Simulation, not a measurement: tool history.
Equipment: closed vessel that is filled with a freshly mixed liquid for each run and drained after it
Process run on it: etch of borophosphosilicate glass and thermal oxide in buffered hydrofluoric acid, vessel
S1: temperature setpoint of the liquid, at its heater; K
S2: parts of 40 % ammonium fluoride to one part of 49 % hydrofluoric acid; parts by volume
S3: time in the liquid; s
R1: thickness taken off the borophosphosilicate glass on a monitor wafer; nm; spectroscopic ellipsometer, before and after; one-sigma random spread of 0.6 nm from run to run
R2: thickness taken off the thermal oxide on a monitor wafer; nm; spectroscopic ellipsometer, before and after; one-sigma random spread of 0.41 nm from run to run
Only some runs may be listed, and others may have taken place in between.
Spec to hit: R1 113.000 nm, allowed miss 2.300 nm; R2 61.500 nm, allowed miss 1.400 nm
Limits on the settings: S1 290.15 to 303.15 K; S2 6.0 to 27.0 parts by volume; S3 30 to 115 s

Run 1, hour 0.0: S1 295.15 K, S2 16.5 parts by volume, S3 60 s. Result: R1 68.444 nm, R2 36.478 nm.
Run 2, hour 1.0: S1 295.15 K, S2 16.5 parts by volume, S3 75 s. Result: R1 85.354 nm, R2 46.659 nm.
Run 3, hour 7.6: S1 293.15 K, S2 16.5 parts by volume, S3 75 s. Result: R1 75.228 nm, R2 41.454 nm.
Run 4, hour 16.1: S1 293.15 K, S2 16.5 parts by volume, S3 65 s. Result: R1 65.664 nm, R2 35.479 nm.
Run 5, hour 23.9: S1 295.15 K, S2 16.5 parts by volume, S3 65 s. Result: R1 72.903 nm, R2 39.219 nm.
Run 6, hour 24.8: S1 296.65 K, S2 16.5 parts by volume, S3 65 s. Result: R1 79.294 nm, R2 43.319 nm.
Run 7, hour 25.9: S1 298.15 K, S2 16.5 parts by volume, S3 65 s. Result: R1 86.789 nm, R2 46.789 nm.
Run 8, hour 27.4: S1 299.15 K, S2 16.5 parts by volume, S3 65 s. Result: R1 90.976 nm, R2 49.671 nm.
At hour 33.8: hydrofluoric acid flow meter replaced.
Run 9, hour 33.8: S1 303.15 K, S2 16.0 parts by volume, S3 65 s. Result: R1 122.790 nm, R2 67.534 nm.
Run 10, hour 41.3: S1 302.65 K, S2 16.0 parts by volume, S3 65 s. Result: R1 121.170 nm, R2 65.366 nm.
Run 11, hour 49.0: S1 302.15 K, S2 16.0 parts by volume, S3 65 s. Result: R1 117.490 nm, R2 63.669 nm.

Of the 4 settings listed for the next run, only one would bring every result within its allowed miss of target. Which one?
Run A, hour 56.7: S1 303.15 K, S2 16.5 parts by volume, S3 65 s. Result: R1 ?, R2 ?.
Run B, hour 56.7: S1 302.15 K, S2 18.0 parts by volume, S3 75 s. Result: R1 ?, R2 ?.
Run C, hour 56.7: S1 299.65 K, S2 14.5 parts by volume, S3 65 s. Result: R1 ?, R2 ?.
Run D, hour 56.7: S1 302.15 K, S2 22.0 parts by volume, S3 90 s. Result: R1 ?, R2 ?.

move       R1      R2
   A  120.010  65.962
   B  120.610  66.280
   C  113.340  62.162
   D  122.180  67.180
A: moves away from the targets compared with the last run
B: moves away from the targets compared with the last run
C: all results in spec
D: moves away from the targets compared with the last run
So the answer is move C, the one that meets all the targets.

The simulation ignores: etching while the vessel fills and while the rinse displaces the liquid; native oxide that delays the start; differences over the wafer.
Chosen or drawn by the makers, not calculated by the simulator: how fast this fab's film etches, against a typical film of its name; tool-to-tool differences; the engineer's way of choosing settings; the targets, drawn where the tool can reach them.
